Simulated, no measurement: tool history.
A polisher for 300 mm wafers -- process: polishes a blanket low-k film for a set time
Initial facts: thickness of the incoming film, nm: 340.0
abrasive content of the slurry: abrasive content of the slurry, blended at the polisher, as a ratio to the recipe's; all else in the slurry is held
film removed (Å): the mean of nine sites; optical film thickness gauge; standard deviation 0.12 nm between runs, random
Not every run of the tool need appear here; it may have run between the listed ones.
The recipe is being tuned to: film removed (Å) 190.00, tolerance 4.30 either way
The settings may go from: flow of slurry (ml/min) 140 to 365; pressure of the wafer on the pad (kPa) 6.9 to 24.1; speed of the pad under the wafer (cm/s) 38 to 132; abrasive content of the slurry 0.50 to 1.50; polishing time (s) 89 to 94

run	hour	flow of slurry (ml/min)	pressure of the wafer on the pad (kPa)	speed of the pad under the wafer (cm/s)	abrasive content of the slurry	polishing time (s)	film removed (Å)
1	0.0	235	15.2	84	1.00	89	231.84
2	5.7	275	15.2	84	1.00	89	236.07
3	14.2	250	15.2	84	1.00	89	237.34
4	22.9	250	14.5	84	1.00	89	231.97
5	28.3	250	14.5	100	1.00	89	253.19
6	35.8	250	14.5	100	1.00	89	251.12
7	41.3	220	10.3	100	1.00	89	214.55
8	47.0	225	6.9	100	1.00	89	183.39

Pick the move, out of 5, that brings all results within their allowed miss; only one does.
A	52.7	215	6.9	98	1.10	93	?
B	52.7	230	6.9	108	1.00	90	?
C	52.7	255	6.9	100	1.05	89	?
D	52.7	190	6.9	102	0.95	90	?
E	52.7	220	8.3	94	1.15	91	?

move	film removed (Å)
A	195.70
B	195.17
C	190.02
D	179.15
E	203.57
A: pushes the last run's worst result past its target
B: pushes the last run's worst result past its target
C: meets every target
D: lands further from the targets than the last run did
E: pushes the last run's worst result past its target
The right move is C.

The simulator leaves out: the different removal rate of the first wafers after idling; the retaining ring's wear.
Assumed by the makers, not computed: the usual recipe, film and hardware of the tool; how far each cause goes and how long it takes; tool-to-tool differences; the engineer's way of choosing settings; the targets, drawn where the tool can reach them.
